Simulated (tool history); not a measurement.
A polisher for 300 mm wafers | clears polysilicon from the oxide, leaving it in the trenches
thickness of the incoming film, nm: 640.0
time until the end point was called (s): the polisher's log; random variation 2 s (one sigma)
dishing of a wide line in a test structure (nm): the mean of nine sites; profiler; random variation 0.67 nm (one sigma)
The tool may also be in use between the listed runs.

| run | hour | flow of slurry (ml/min) | pressure of the wafer on the pad (kPa) | speed of the pad under the wafer (m/s) | overpolish time after the end point (s) | time until the end point was called (s) | dishing of a wide line in a test structure (nm) |
|---|---|---|---|---|---|---|---|
| 1 | 0.0 | 190 | 22.1 | 0.80 | 18 | 49.724 | 40.344 |
| 2 | 5.1 | 165 | 22.1 | 0.80 | 18 | 50.635 | 40.772 |
| 3 | 7.2 | 165 | 16.5 | 0.80 | 18 | 66.180 | 39.202 |
| 4 | 14.1 | 195 | 15.2 | 0.72 | 15 | 78.673 | 39.041 |
| 5 | 18.0 | 195 | 15.2 | 0.72 | 8 | 76.629 | 33.132 |
| 6 | 19.2 | 175 | 13.8 | 0.68 | 7 | 94.130 | 29.866 |
| 7 | 25.5 | 165 | 13.1 | 0.68 | 7 | 98.683 | 28.582 |
|  | 33.9 | slurry nozzle cleaned |
| 8 | 33.9 | 160 | 12.4 | 0.68 | 8 | 100.260 | 29.032 |
| 9 | 40.5 | 155 | 11.7 | 0.66 | 8 | 109.500 | 28.376 |

Run 10 comes next. What will it give?
| 10 | 49.3 | 150 | 11.0 | 0.66 | 8 | ? | ? |

Run 10 gave time until the end point was called (s) 113.490, dishing of a wide line in a test structure (nm) 27.193.

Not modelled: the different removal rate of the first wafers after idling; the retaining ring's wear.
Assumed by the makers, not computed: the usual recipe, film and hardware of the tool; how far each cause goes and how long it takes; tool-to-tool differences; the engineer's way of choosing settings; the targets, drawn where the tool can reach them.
